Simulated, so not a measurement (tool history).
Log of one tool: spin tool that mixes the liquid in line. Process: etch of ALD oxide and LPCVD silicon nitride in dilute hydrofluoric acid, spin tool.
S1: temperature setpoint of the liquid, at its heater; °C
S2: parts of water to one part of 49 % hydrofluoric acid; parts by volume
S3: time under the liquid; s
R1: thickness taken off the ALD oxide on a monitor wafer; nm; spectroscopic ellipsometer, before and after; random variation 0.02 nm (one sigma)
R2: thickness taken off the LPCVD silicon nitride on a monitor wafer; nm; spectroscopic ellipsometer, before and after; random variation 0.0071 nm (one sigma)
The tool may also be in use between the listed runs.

run  hour    S1   S2  S3      R1        R2
  1     0    26   75  30  13.978   0.20053
  2   6.1    26   75  45  21.104   0.42089
  3   7.7    26   75  35  16.265    0.2238
  4    10    26   75  45  20.912   0.39218
  5  10.8  23.5   95  40  12.906   0.19671
  6  12.3  26.5   95  40  14.617   0.18696
  7  15.5    24  110  35  9.8551   0.16004
  8  23.5    22  120  30  6.9695   0.11397
  9  24.2    21  125  25  5.3752  0.067211
 10  31.2    20  130  20   3.944  0.051802
 11  33.4  19.5  135  20  3.7112  0.062014
 12  41.2    19  135  20   3.654  0.047449
 13  42.9  18.5  140  20  3.4212  0.048714
 14  45.2    18  140  15  2.5143   0.03379

Forecast run 15:
 15  51.8  19  140  15   ?   ?

R1: 2.6244 nm
R2: 0.039632 nm
